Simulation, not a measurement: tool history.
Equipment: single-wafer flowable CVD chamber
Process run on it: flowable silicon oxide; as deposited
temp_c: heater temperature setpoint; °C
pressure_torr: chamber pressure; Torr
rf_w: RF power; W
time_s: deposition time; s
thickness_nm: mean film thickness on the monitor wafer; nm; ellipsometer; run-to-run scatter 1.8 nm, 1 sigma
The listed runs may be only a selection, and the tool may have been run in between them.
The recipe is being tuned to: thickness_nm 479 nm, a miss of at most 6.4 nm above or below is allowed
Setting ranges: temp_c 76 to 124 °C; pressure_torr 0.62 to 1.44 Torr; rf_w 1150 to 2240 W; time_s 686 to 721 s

run	hour	temp_c	pressure_torr	rf_w	time_s	thickness_nm
1	0	100	1.03	1695	721	610.18
2	6	101	1.03	1695	721	588.41
3	6.9	101	1.19	1695	721	672.99
4	11.1	101	1.19	1895	721	690.75
5	15.8	103	1.19	1895	721	650.95
6	21.8	104	1.19	1895	721	623.49
7	23.6	105	1.19	1895	721	603.53
8	25.3	106	1.19	1895	721	584.98
9	34.3	107	1.19	1895	721	566.71
10	36.8	108	1.19	1895	721	549.73
11	41.4	109	1.19	1895	721	526.82
12	47.4	109	1.19	1895	721	530
13	54.9	111	1.19	1895	721	496.92

Exactly one of the 4 candidate moves below puts every result within its allowed miss. Which one?
A	62.4	108	1.08	2135	688	?
B	62.4	110	1.21	1550	721	?
C	62.4	110	1.32	1695	698	?
D	62.4	111	1.22	1855	687	?

move	thickness_nm
A	489.66
B	495.46
C	533.19
D	482.89
A: closes in on the targets versus the last run, not all within tolerance yet
B: closes in on the targets versus the last run, not all within tolerance yet
C: the biggest miss grows against the last run
D: every result lands within tolerance
D is the move that brings every result within its allowed miss.
